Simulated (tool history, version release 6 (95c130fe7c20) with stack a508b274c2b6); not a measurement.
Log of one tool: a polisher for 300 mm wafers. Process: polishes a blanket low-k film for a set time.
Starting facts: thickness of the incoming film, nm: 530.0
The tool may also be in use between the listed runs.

| run | hour | flow of slurry (ml/min) | pressure of the wafer on the pad (psi) | speed of the pad under the wafer (cm/s) | abrasive content of the slurry | polishing time (s) | film removed (nm) |
|---|---|---|---|---|---|---|---|
| 1 | 0.0 | 200 | 2.2 | 96 | 1.0 | 46 | 21.058 |
| 2 | 1.1 | 220 | 2.2 | 96 | 1.0 | 46 | 21.757 |
| 3 | 8.9 | 260 | 2.2 | 96 | 1.0 | 46 | 21.676 |
| 4 | 14.4 | 260 | 2.2 | 96 | 1.1 | 46 | 22.913 |
| 5 | 22.7 | 240 | 2.2 | 96 | 1.1 | 46 | 23.182 |
| 6 | 26.3 | 240 | 1.9 | 92 | 1.1 | 46 | 19.687 |

Forecast run 7:
| 7 | 26.8 | 240 | 1.7 | 88 | 1.1 | 46 | ? |

{"run 7": {"film removed (nm)": 17.753}}

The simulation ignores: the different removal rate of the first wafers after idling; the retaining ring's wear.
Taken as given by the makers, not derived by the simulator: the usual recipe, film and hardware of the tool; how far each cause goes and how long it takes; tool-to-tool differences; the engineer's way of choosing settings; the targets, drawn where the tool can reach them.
